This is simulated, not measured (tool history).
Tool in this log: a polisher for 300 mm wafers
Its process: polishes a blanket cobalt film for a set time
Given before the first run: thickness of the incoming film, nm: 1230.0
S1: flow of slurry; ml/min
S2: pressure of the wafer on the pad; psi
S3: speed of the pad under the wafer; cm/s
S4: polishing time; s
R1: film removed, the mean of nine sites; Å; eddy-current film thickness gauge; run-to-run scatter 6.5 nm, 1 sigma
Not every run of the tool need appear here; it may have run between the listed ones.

| run | hour | S1 | S2 | S3 | S4 | R1 |
|---|---|---|---|---|---|---|
| 1 | 0.0 | 250 | 1.6 | 76 | 98 | 2944.7 |
| 2 | 5.3 | 250 | 1.8 | 76 | 98 | 3243.8 |
| 3 | 12.6 | 250 | 2.0 | 78 | 98 | 3720.9 |
| 4 | 18.7 | 250 | 2.0 | 78 | 103 | 3961.6 |
| 5 | 19.7 | 250 | 2.0 | 92 | 103 | 4335.0 |
| 6 | 27.8 | 295 | 2.0 | 92 | 103 | 4528.2 |
| 7 | 29.8 | 295 | 2.1 | 92 | 103 | 4658.2 |

Predict the results of run 8:
| 8 | 36.1 | 295 | 2.2 | 92 | 103 | ? |

R1: 4886.5 Å

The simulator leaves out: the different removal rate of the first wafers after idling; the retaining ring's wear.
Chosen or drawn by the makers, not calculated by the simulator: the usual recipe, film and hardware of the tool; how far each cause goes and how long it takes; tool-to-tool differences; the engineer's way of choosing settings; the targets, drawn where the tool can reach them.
